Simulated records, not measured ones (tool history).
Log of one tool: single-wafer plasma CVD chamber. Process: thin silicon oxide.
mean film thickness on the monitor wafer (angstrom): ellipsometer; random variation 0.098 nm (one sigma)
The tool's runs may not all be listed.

run,day,heater temperature setpoint (K),chamber pressure (Pa),RF power (kW),deposition time (s),mean film thickness on the monitor wafer (angstrom)
1,0.000,663.15,122.3,0.335,8.6,204.75
2,0.088,663.15,122.3,0.290,8.6,195.40
3,0.133,663.15,122.3,0.265,8.6,190.84
4,0.271,673.15,122.3,0.265,8.6,190.54
5,0.304,673.15,122.3,0.295,8.6,196.68
6,0.496,673.15,122.3,0.340,8.6,202.15

The next listed run, before its measurement:
7,0.871,673.15,132.7,0.345,8.6,?

mean film thickness on the monitor wafer (angstrom): 217.71
